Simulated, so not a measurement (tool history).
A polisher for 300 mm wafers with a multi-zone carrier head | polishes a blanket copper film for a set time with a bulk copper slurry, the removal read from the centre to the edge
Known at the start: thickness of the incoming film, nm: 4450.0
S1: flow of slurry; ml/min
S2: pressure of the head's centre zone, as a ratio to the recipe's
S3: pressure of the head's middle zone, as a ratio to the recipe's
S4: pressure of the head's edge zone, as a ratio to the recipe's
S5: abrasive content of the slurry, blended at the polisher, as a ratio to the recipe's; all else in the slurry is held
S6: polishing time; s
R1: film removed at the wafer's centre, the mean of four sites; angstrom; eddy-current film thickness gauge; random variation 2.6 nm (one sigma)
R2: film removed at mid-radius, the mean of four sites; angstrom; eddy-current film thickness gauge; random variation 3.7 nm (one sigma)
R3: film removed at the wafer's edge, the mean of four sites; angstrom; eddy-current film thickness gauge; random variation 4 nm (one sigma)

run	hour	S1	S2	S3	S4	S5	S6	R1	R2	R3
1	0	185	1	1	1	1	60	5395.5	5483.2	5606.5
2	5.6	185	1	1	1.04	1	60	5441	5481.1	5537.6
3	8.5	190	1.01	1.02	1.04	0.9	53	4610.2	4666.6	4898.9
4	17	230	1.01	1.02	1.04	0.9	53	4773.8	4881	4935.1
5	22	230	1.01	1.02	1.04	0.9	43	3854.4	3971.3	3873.7
6	24.7	230	1.01	1.02	1.04	0.7	43	3639.4	3645.3	3660.2
7	31.7	230	0.99	1.01	1	0.65	43	3501	3526.4	3353.5
8	37.7	225	0.97	1	0.99	0.65	43	3345.5	3520	3409.8
9	44.3	225	0.97	1	0.99	0.65	43	3322.5	3497.5	3432.2
10	51.1	220	0.97	0.99	0.96	0.65	43	3366	3436.5	3417.9
11	58	220	0.97	0.99	0.96	0.65	43	3415.3	3469.8	3364.9

The next listed run, before its measurement:
12	60.9	220	0.96	0.99	0.94	0.6	43	?	?	?

{"run 12": {"R1": 3238.5, "R2": 3315.5, "R3": 3262}}

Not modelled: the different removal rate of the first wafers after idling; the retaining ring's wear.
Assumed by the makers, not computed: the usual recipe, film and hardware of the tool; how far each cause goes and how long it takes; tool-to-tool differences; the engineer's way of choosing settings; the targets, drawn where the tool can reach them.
